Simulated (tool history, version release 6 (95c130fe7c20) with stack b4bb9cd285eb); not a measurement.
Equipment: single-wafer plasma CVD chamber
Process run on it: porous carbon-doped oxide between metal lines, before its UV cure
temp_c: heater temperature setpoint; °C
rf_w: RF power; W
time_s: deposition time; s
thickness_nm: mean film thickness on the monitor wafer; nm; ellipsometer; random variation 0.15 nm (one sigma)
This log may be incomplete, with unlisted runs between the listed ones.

| run | day | temp_c | rf_w | time_s | thickness_nm |
|---|---|---|---|---|---|
| 1 | 0.000 | 315 | 665 | 12.7 | 74.563 |
| 2 | 0.183 | 315 | 745 | 12.7 | 81.072 |
| 3 | 0.471 | 315 | 840 | 12.7 | 88.313 |
| 4 | 0.804 | 315 | 840 | 12.1 | 84.328 |
|  | 0.875 | thermocouple changed; heater temperature recalibrated |
| 5 | 0.875 | 317 | 830 | 12.1 | 85.032 |
| 6 | 1.204 | 317 | 870 | 12.1 | 87.295 |
| 7 | 1.425 | 318 | 850 | 12.1 | 85.468 |
| 8 | 1.562 | 319 | 830 | 12.1 | 84.056 |

Forecast run 9:
| 9 | 1.592 | 319 | 810 | 12.1 | ? |

thickness_nm: 82.409 nm
